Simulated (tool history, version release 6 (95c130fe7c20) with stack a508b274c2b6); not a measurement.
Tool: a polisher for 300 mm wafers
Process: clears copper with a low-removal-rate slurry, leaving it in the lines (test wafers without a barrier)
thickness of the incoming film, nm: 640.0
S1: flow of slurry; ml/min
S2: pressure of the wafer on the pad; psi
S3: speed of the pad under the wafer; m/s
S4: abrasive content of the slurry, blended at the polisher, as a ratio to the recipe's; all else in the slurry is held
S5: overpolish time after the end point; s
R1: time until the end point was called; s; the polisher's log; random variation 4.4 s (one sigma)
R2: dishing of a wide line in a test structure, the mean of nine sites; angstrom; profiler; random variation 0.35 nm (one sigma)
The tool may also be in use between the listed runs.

run,hour,S1,S2,S3,S4,S5,R1,R2
1,0,125,3.7,1.36,1,16,114.53,512.41
2,1.2,115,3,1.2,1,18,158.57,424.1
3,8.7,105,2.6,1.1,1,20,196.57,395.75
4,14,100,2.3,1.06,1,21,232.6,347.25
5,16.5,95,2.1,1.04,1,22,267.75,331.5
6,20.4,95,2.1,1.04,0.8,22,266.63,329.9

The next listed run, before its measurement:
7,23.2,85,1.8,1.04,0.8,23,?,?

R1: 319.26 s
R2: 289.68 angstrom
